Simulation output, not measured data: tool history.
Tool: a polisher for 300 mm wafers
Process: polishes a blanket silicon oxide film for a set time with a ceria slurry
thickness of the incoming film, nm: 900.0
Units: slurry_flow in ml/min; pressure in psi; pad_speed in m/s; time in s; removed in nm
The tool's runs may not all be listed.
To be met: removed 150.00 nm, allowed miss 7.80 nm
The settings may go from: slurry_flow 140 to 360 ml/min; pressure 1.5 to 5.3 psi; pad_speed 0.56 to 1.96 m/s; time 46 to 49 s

{"run": 1, "hour": 0.0, "slurry_flow": 230, "pressure": 3.4, "pad_speed": 1.26, "time": 46, "removed": 290.11}
{"run": 2, "hour": 8.8, "slurry_flow": 230, "pressure": 2.9, "pad_speed": 1.22, "time": 46, "removed": 240.56}
{"run": 3, "hour": 16.8, "slurry_flow": 230, "pressure": 3.6, "pad_speed": 1.22, "time": 46, "removed": 290.33}
{"run": 4, "hour": 20.1, "slurry_flow": 230, "pressure": 3.6, "pad_speed": 1.4, "time": 46, "removed": 345.68}
{"run": 5, "hour": 23.7, "slurry_flow": 230, "pressure": 3.0, "pad_speed": 1.32, "time": 46, "removed": 266.66}
{"run": 6, "hour": 26.5, "slurry_flow": 230, "pressure": 3.0, "pad_speed": 1.32, "time": 49, "removed": 285.33}
{"run": 7, "hour": 30.4, "slurry_flow": 230, "pressure": 2.6, "pad_speed": 1.26, "time": 49, "removed": 241.49}
{"run": 8, "hour": 36.9, "slurry_flow": 230, "pressure": 2.3, "pad_speed": 1.2, "time": 49, "removed": 207.02}
{"run": 9, "hour": 45.5, "slurry_flow": 230, "pressure": 2.1, "pad_speed": 1.18, "time": 49, "removed": 183.08}
{"run": 10, "hour": 51.4, "slurry_flow": 230, "pressure": 1.5, "pad_speed": 1.16, "time": 49, "removed": 134.45}
{"run": 11, "hour": 53.9, "slurry_flow": 230, "pressure": 1.6, "pad_speed": 1.16, "time": 49, "removed": 143.08}

4 next moves are on the table. One of them brings every result within its allowed miss. Which?
{"run": "A", "hour": 56.4, "slurry_flow": 210, "pressure": 1.7, "pad_speed": 1.2, "time": 49, "removed": "?"}
{"run": "B", "hour": 56.4, "slurry_flow": 205, "pressure": 1.6, "pad_speed": 1.02, "time": 49, "removed": "?"}
{"run": "C", "hour": 56.4, "slurry_flow": 210, "pressure": 1.7, "pad_speed": 1.06, "time": 47, "removed": "?"}
{"run": "D", "hour": 56.4, "slurry_flow": 160, "pressure": 1.6, "pad_speed": 1.1, "time": 49, "removed": "?"}

move=A removed=149.06
move=B removed=120.12
move=C removed=126.82
move=D removed=126.76
A: meets every target
B: further off than the last run
C: further off than the last run
D: further off than the last run
Answer: A

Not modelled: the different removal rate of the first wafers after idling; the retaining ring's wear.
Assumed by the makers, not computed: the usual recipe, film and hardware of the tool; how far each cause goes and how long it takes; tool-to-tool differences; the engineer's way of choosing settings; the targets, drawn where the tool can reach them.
